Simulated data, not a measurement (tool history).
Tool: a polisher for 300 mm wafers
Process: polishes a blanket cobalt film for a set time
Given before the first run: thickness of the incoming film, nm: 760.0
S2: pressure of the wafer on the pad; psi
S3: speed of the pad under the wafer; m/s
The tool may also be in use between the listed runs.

run 1 day=0 | flow_of_slurry_(ml/min)=130 S2=1.4 S3=0.98 polishing_time_(s)=96 | film_removed_(Å)=2850
run 2 day=0.125 | flow_of_slurry_(ml/min)=125 S2=1.4 S3=0.98 polishing_time_(s)=96 | film_removed_(Å)=2827.6
run 3 day=0.475 | flow_of_slurry_(ml/min)=125 S2=1.4 S3=0.88 polishing_time_(s)=96 | film_removed_(Å)=2519.5
run 4 day=0.538 | flow_of_slurry_(ml/min)=125 S2=1.4 S3=1.02 polishing_time_(s)=96 | film_removed_(Å)=2947.3
run 5 day=0.762 | flow_of_slurry_(ml/min)=120 S2=1.4 S3=1.02 polishing_time_(s)=96 | film_removed_(Å)=2884.7
run 6 day=0.971 | flow_of_slurry_(ml/min)=115 S2=1.4 S3=1.02 polishing_time_(s)=96 | film_removed_(Å)=2850.8

What does the tool deliver on the next run?
run 7 day=1.238 | flow_of_slurry_(ml/min)=110 S2=1.4 S3=1.02 polishing_time_(s)=96 | film_removed_(Å)=?

film removed (Å): 2788.5

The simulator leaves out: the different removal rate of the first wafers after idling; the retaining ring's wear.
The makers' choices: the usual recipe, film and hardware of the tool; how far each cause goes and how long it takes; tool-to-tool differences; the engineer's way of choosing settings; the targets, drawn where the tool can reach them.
